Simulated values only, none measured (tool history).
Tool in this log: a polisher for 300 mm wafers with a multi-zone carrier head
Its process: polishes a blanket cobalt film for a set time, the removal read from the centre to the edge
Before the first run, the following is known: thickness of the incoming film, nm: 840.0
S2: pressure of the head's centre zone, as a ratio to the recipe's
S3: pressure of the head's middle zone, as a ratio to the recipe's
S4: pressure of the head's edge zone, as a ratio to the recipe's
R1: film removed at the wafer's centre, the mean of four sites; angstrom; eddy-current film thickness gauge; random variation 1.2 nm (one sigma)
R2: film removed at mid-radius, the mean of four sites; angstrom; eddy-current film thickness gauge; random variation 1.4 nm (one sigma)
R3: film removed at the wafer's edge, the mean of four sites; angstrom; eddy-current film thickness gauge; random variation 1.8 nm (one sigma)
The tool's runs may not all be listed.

Run 1, hour 0.0: flow of slurry (ml/min) 290, S2 1.00, S3 1.00, S4 1.00, polishing time (s) 64. Result: R1 1868.8 angstrom, R2 1862.8 angstrom, R3 1859.8 angstrom.
Run 2, hour 1.8: flow of slurry (ml/min) 290, S2 1.00, S3 1.00, S4 1.00, polishing time (s) 74. Result: R1 2155.2 angstrom, R2 2135.3 angstrom, R3 2083.9 angstrom.
Run 3, hour 9.2: flow of slurry (ml/min) 290, S2 0.99, S3 1.01, S4 0.98, polishing time (s) 71. Result: R1 2060.5 angstrom, R2 2107.7 angstrom, R3 2031.2 angstrom.
Run 4, hour 12.3: flow of slurry (ml/min) 290, S2 0.99, S3 1.01, S4 1.03, polishing time (s) 71. Result: R1 2060.8 angstrom, R2 2097.7 angstrom, R3 2036.8 angstrom.
Run 5, hour 19.2: flow of slurry (ml/min) 290, S2 1.04, S3 1.01, S4 1.03, polishing time (s) 71. Result: R1 2173.7 angstrom, R2 2093.9 angstrom, R3 2052.2 angstrom.
Run 6, hour 20.7: flow of slurry (ml/min) 290, S2 1.04, S3 1.01, S4 1.08, polishing time (s) 71. Result: R1 2128.5 angstrom, R2 2118.2 angstrom, R3 2074.1 angstrom.
Run 7, hour 29.7: flow of slurry (ml/min) 290, S2 1.03, S3 1.02, S4 1.06, polishing time (s) 68. Result: R1 2032.8 angstrom, R2 2032.4 angstrom, R3 1956.6 angstrom.
Run 8, hour 35.2: flow of slurry (ml/min) 290, S2 1.02, S3 1.03, S4 1.06, polishing time (s) 65. Result: R1 1933.3 angstrom, R2 1936.4 angstrom, R3 1894.6 angstrom.
Run 9, hour 39.7: flow of slurry (ml/min) 290, S2 1.01, S3 1.05, S4 1.05, polishing time (s) 62. Result: R1 1873.0 angstrom, R2 1892.8 angstrom, R3 1790.3 angstrom.
Run 10, hour 44.0: flow of slurry (ml/min) 290, S2 1.00, S3 1.06, S4 1.05, polishing time (s) 60. Result: R1 1749.5 angstrom, R2 1859.0 angstrom, R3 1696.3 angstrom.
Run 11, hour 45.9: flow of slurry (ml/min) 290, S2 0.99, S3 1.06, S4 1.04, polishing time (s) 58. Result: R1 1666.5 angstrom, R2 1766.5 angstrom, R3 1605.8 angstrom.
Run 12, hour 52.1: flow of slurry (ml/min) 290, S2 0.98, S3 1.06, S4 1.03, polishing time (s) 57. Result: R1 1639.5 angstrom, R2 1755.5 angstrom, R3 1579.8 angstrom.
Run 13, hour 54.5: flow of slurry (ml/min) 290, S2 0.97, S3 1.06, S4 1.02, polishing time (s) 56. Result: R1 1588.7 angstrom, R2 1714.2 angstrom, R3 1562.4 angstrom.
Run 14, hour 63.5: flow of slurry (ml/min) 290, S2 0.96, S3 1.06, S4 1.01, polishing time (s) 55. Result: R1 1543.3 angstrom, R2 1731.9 angstrom, R3 1569.2 angstrom.
Run 15, hour 66.3: flow of slurry (ml/min) 290, S2 0.96, S3 1.06, S4 1.01, polishing time (s) 54. Result: R1 1502.3 angstrom, R2 1672.1 angstrom, R3 1537.5 angstrom.
Run 16, hour 72.9: flow of slurry (ml/min) 290, S2 0.96, S3 1.06, S4 1.01, polishing time (s) 53. Result: R1 1459.2 angstrom, R2 1649.7 angstrom, R3 1528.8 angstrom.
Run 17, hour 81.5: flow of slurry (ml/min) 290, S2 0.96, S3 1.06, S4 1.01, polishing time (s) 53. Result: R1 1475.1 angstrom, R2 1625.8 angstrom, R3 1525.1 angstrom.

Estimate the outcome of run 18 from the log above:
Run 18, hour 85.0: flow of slurry (ml/min) 290, S2 0.96, S3 1.07, S4 1.01, polishing time (s) 52. Result: R1 ?, R2 ?, R3 ?.

R1: 1450.1 angstrom
R2: 1632.8 angstrom
R3: 1517.4 angstrom
